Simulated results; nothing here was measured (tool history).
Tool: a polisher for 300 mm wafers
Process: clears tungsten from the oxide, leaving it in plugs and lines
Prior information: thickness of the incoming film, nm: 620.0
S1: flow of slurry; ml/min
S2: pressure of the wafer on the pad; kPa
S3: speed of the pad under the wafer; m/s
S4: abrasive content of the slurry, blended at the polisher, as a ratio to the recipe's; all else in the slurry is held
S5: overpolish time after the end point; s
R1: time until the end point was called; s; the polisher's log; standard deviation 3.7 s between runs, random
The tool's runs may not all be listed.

{"run": 1, "hour": 0.0, "S1": 150, "S2": 22.8, "S3": 1.18, "S4": 1, "S5": 34, "R1": 128.67}
{"run": 2, "hour": 7.4, "S1": 150, "S2": 22.8, "S3": 0.88, "S4": 1, "S5": 34, "R1": 169.6}
{"run": 3, "hour": 9.9, "S1": 150, "S2": 20.7, "S3": 0.86, "S4": 1, "S5": 34, "R1": 193.4}
{"run": 4, "hour": 18.9, "S1": 150, "S2": 20.7, "S3": 0.86, "S4": 1.15, "S5": 34, "R1": 181.9}
{"run": 5, "hour": 26.5, "S1": 150, "S2": 20.7, "S3": 0.86, "S4": 1.15, "S5": 34, "R1": 180.77}
{"run": 6, "hour": 35.1, "S1": 150, "S2": 18.6, "S3": 0.86, "S4": 1.15, "S5": 34, "R1": 199.05}
{"run": 7, "hour": 38.8, "S1": 150, "S2": 17.2, "S3": 0.84, "S4": 1.15, "S5": 34, "R1": 220.54}

Estimate the outcome of run 8 from the log above:
{"run": 8, "hour": 45.0, "S1": 150, "S2": 15.9, "S3": 0.84, "S4": 1.15, "S5": 34, "R1": "?"}

R1: 238.96 s

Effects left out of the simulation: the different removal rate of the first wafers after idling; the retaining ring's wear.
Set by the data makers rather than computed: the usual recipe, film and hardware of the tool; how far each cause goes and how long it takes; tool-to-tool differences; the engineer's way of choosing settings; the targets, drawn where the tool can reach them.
